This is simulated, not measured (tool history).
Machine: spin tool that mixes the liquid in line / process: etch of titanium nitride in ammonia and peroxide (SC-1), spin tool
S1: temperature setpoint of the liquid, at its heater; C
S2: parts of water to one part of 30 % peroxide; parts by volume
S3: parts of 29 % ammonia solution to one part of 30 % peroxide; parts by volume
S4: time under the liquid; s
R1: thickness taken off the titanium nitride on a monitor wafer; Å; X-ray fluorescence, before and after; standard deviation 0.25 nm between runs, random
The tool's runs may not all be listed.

run,hour,S1,S2,S3,S4,R1
1,0,48,16,0.55,315,195.86
2,6.5,51,16,0.55,315,244.3
3,10.1,51,16,0.75,315,260.66
4,10.9,53,16,0.75,315,294.84
5,14.6,48,16,0.75,315,207.27
6,19.3,48,16,0.6,315,203.17

Run 7 comes next. What will it give?
# hour 20.5: ammonia flow meter replaced
7,20.5,48,16,0.6,315,?

{"run 7": {"R1": 197.66}}
